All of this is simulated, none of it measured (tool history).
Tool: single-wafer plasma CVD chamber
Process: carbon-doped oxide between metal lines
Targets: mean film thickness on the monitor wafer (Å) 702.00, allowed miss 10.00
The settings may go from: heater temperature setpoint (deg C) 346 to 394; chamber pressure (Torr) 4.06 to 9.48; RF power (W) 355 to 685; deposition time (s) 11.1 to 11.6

| run | hour | heater temperature setpoint (deg C) | chamber pressure (Torr) | RF power (W) | deposition time (s) | mean film thickness on the monitor wafer (Å) |
|---|---|---|---|---|---|---|
| 1 | 0.0 | 370 | 6.77 | 520 | 11.6 | 612.10 |
| 2 | 5.0 | 374 | 6.77 | 520 | 11.6 | 615.85 |
| 3 | 13.0 | 374 | 6.77 | 520 | 11.1 | 581.80 |
| 4 | 19.1 | 374 | 5.57 | 520 | 11.1 | 574.19 |
| 5 | 27.5 | 374 | 5.57 | 545 | 11.1 | 591.27 |
| 6 | 29.1 | 373 | 5.82 | 555 | 11.1 | 605.15 |
| 7 | 37.5 | 372 | 6.05 | 560 | 11.1 | 612.79 |
| 8 | 45.6 | 371 | 6.28 | 565 | 11.1 | 620.98 |
| 9 | 54.1 | 370 | 6.51 | 570 | 11.1 | 621.93 |
| 10 | 57.4 | 370 | 6.62 | 580 | 11.1 | 634.11 |
| 11 | 57.9 | 370 | 6.62 | 580 | 11.1 | 631.54 |
| 12 | 60.8 | 369 | 6.75 | 585 | 11.1 | 633.41 |
| 13 | 64.1 | 361 | 7.20 | 670 | 11.2 | 716.39 |
| 14 | 68.4 | 361 | 7.17 | 670 | 11.2 | 720.96 |
| 15 | 76.8 | 361 | 7.13 | 670 | 11.2 | 717.42 |
| 16 | 84.9 | 361 | 7.09 | 670 | 11.2 | 721.46 |
| 17 | 88.3 | 362 | 7.06 | 670 | 11.2 | 719.44 |
| 18 | 97.1 | 362 | 7.03 | 670 | 11.2 | 713.05 |
| 19 | 102.7 | 362 | 7.00 | 670 | 11.2 | 715.92 |
| 20 | 109.1 | 362 | 6.97 | 670 | 11.2 | 714.58 |
| 21 | 109.7 | 362 | 6.94 | 670 | 11.2 | 715.66 |
| 22 | 112.2 | 362 | 6.91 | 670 | 11.2 | 718.12 |

5 next moves are on the table. One of them brings every result within its allowed miss. Which?
| A | 114.7 | 376 | 7.76 | 640 | 11.6 | ? |
| B | 114.7 | 363 | 6.37 | 685 | 11.3 | ? |
| C | 114.7 | 360 | 7.03 | 670 | 11.6 | ? |
| D | 114.7 | 368 | 6.78 | 680 | 11.6 | ? |
| E | 114.7 | 371 | 6.31 | 685 | 11.5 | ? |

| move | mean film thickness on the monitor wafer (Å) |
|---|---|
| A | 703.12 |
| B | 729.87 |
| C | 750.43 |
| D | 738.71 |
| E | 725.82 |
A: meets every target
B: further off than the last run
C: further off than the last run
D: further off than the last run
E: further off than the last run
Move A is the one to make.
